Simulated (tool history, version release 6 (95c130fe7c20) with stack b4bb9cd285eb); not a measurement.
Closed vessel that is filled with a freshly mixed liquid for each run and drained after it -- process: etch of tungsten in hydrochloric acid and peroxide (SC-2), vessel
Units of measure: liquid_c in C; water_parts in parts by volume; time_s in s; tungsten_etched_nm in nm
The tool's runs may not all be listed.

Run 1, hour 0.0: liquid_c 49.0 C, water_parts 7.0 parts by volume, time_s 160 s. Result: tungsten_etched_nm 26.953 nm.
Run 2, hour 3.6: liquid_c 48.0 C, water_parts 7.0 parts by volume, time_s 160 s. Result: tungsten_etched_nm 25.313 nm.
Run 3, hour 12.9: liquid_c 47.0 C, water_parts 7.0 parts by volume, time_s 160 s. Result: tungsten_etched_nm 23.703 nm.
Run 4, hour 19.5: liquid_c 47.0 C, water_parts 7.0 parts by volume, time_s 170 s. Result: tungsten_etched_nm 25.437 nm.
Run 5, hour 21.1: liquid_c 47.0 C, water_parts 7.0 parts by volume, time_s 170 s. Result: tungsten_etched_nm 25.100 nm.
Run 6, hour 25.0: liquid_c 50.5 C, water_parts 7.0 parts by volume, time_s 170 s. Result: tungsten_etched_nm 32.221 nm.
Run 7, hour 31.4: liquid_c 49.0 C, water_parts 7.0 parts by volume, time_s 170 s. Result: tungsten_etched_nm 29.095 nm.
Run 8, hour 36.4: liquid_c 48.0 C, water_parts 7.0 parts by volume, time_s 170 s. Result: tungsten_etched_nm 27.101 nm.
Run 9, hour 39.9: liquid_c 47.0 C, water_parts 7.0 parts by volume, time_s 170 s. Result: tungsten_etched_nm 25.587 nm.
Run 10, hour 47.8: liquid_c 46.0 C, water_parts 7.0 parts by volume, time_s 170 s. Result: tungsten_etched_nm 23.698 nm.
Run 11, hour 52.9: liquid_c 40.5 C, water_parts 7.0 parts by volume, time_s 170 s. Result: tungsten_etched_nm 16.059 nm.

Run 12 is up next; what results do you expect?
Run 12, hour 59.4: liquid_c 41.0 C, water_parts 7.0 parts by volume, time_s 170 s. Result: tungsten_etched_nm ?.

Run 12 measured tungsten_etched_nm 16.708 nm.
